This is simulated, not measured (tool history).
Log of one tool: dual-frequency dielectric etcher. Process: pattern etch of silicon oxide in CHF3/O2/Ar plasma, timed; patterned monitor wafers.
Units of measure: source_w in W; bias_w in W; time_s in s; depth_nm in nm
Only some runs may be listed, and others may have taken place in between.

Run 1, hour 0: source_w 900 W, bias_w 141 W, time_s 346.5 s. Result: depth_nm 828.33 nm.
Run 2, hour 5.9: source_w 1040 W, bias_w 141 W, time_s 346.5 s. Result: depth_nm 884.77 nm.
Run 3, hour 10: source_w 1040 W, bias_w 124 W, time_s 346.5 s. Result: depth_nm 839.01 nm.
Run 4, hour 15.7: source_w 950 W, bias_w 123 W, time_s 346.5 s. Result: depth_nm 803.86 nm.
Run 5, hour 23.6: source_w 890 W, bias_w 122 W, time_s 346.5 s. Result: depth_nm 778.41 nm.
Run 6, hour 27.3: source_w 890 W, bias_w 122 W, time_s 315.5 s. Result: depth_nm 712.87 nm.
Run 7, hour 30.6: source_w 910 W, bias_w 122 W, time_s 315.5 s. Result: depth_nm 719.3 nm.

Run 8 has not been measured yet. What should we expect?
Run 8, hour 35.5: source_w 930 W, bias_w 122 W, time_s 315.5 s. Result: depth_nm ?.

Run 8 gave depth_nm 724.93 nm.

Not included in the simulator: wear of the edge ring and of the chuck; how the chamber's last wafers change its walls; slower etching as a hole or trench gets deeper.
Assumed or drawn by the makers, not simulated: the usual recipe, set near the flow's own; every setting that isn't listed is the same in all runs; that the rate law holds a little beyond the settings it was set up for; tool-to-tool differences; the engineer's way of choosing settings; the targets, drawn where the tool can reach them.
